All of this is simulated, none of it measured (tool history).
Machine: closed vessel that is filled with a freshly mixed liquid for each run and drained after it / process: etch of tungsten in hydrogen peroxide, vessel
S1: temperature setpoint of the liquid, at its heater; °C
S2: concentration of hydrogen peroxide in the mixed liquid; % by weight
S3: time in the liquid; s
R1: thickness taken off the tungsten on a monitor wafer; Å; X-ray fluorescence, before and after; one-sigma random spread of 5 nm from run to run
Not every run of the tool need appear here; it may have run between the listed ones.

| run | hour | S1 | S2 | S3 | R1 |
|---|---|---|---|---|---|
| 1 | 0 | 52 | 25.5 | 90 | 3217.2 |
| 2 | 6.8 | 54 | 25.5 | 90 | 3680.5 |
| 3 | 10.7 | 55.5 | 25.5 | 90 | 3999.1 |
| 4 | 19 | 56.5 | 25.5 | 90 | 4281.7 |
| 5 | 25.7 | 63.5 | 25.5 | 90 | 6325.4 |
| 6 | 32.6 | 63.5 | 25.5 | 90 | 6329.8 |
| 7 | 36.9 | 62.5 | 25.5 | 90 | 6029.7 |
| 8 | 38.3 | 61.5 | 25.5 | 90 | 5704.3 |
| 9 | 44.3 | 61 | 25.5 | 90 | 5474.2 |

Run 10 is up next; what results do you expect?
| 10 | 51.8 | 60.5 | 25.5 | 90 | ? |

{"run 10": {"R1": 5354.9}}
